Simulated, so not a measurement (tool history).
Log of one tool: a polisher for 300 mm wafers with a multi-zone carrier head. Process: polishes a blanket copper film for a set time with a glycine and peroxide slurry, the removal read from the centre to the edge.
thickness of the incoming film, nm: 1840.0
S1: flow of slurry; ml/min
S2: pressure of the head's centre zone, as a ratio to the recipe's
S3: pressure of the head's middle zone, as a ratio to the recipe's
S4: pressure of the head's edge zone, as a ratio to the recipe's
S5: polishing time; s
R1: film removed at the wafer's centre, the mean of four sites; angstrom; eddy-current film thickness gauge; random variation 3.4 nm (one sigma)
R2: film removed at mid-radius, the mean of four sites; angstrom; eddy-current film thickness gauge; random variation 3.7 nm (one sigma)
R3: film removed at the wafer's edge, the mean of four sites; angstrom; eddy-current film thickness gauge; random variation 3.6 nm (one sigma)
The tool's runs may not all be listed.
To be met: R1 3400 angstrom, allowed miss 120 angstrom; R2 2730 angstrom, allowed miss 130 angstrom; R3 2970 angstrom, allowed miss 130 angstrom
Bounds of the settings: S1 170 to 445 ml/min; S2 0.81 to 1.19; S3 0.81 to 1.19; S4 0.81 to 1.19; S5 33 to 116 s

| run | hour | S1 | S2 | S3 | S4 | S5 | R1 | R2 | R3 |
|---|---|---|---|---|---|---|---|---|---|
| 1 | 0 | 285 | 1 | 1 | 1 | 74 | 3632.9 | 3558.2 | 3578.5 |
| 2 | 2.3 | 285 | 1 | 1.05 | 1 | 74 | 3614.2 | 3689.1 | 3612.7 |
| 3 | 9.5 | 310 | 1 | 1.05 | 1 | 74 | 3715.4 | 3653.2 | 3611.2 |
| 4 | 11.8 | 340 | 1.01 | 1 | 0.99 | 70 | 3536.3 | 3430.7 | 3480.1 |
| 5 | 15.6 | 330 | 1.05 | 0.95 | 0.97 | 67 | 3544.4 | 3064.8 | 3322.2 |
| 6 | 18.6 | 375 | 1.05 | 0.95 | 0.97 | 67 | 3614.4 | 3152.7 | 3265.4 |
| 7 | 24.6 | 375 | 1.05 | 0.93 | 0.95 | 65 | 3547.9 | 3059.7 | 3192.1 |
| 8 | 30.9 | 370 | 1.06 | 0.91 | 0.94 | 64 | 3510.5 | 2897.2 | 3165.7 |
| 9 | 32.6 | 375 | 1.06 | 0.91 | 0.93 | 63 | 3374.2 | 2920.7 | 3058.8 |

Which of these 5 next moves meets every target?
| A | 34.3 | 315 | 1.06 | 0.82 | 1.11 | 58 | ? | ? | ? |
| B | 34.3 | 365 | 1.11 | 0.91 | 0.97 | 60 | ? | ? | ? |
| C | 34.3 | 290 | 1.09 | 0.81 | 1.1 | 63 | ? | ? | ? |
| D | 34.3 | 380 | 1 | 0.9 | 0.94 | 61 | ? | ? | ? |
| E | 34.3 | 300 | 1.12 | 0.89 | 0.83 | 56 | ? | ? | ? |

| move | R1 | R2 | R3 |
|---|---|---|---|
| A | 3067.8 | 2413.2 | 3003.2 |
| B | 3403.3 | 2774.1 | 2995.6 |
| C | 3369.2 | 2559 | 3217 |
| D | 3147.1 | 2812.1 | 3023.5 |
| E | 3096.9 | 2467.4 | 2588.5 |
A: takes the result that was furthest off past its target
B: meets every target
C: takes the result that was furthest off past its target
D: brings the result that was furthest off to its target, and leaves another outside
E: takes the result that was furthest off past its target
The right move is B.

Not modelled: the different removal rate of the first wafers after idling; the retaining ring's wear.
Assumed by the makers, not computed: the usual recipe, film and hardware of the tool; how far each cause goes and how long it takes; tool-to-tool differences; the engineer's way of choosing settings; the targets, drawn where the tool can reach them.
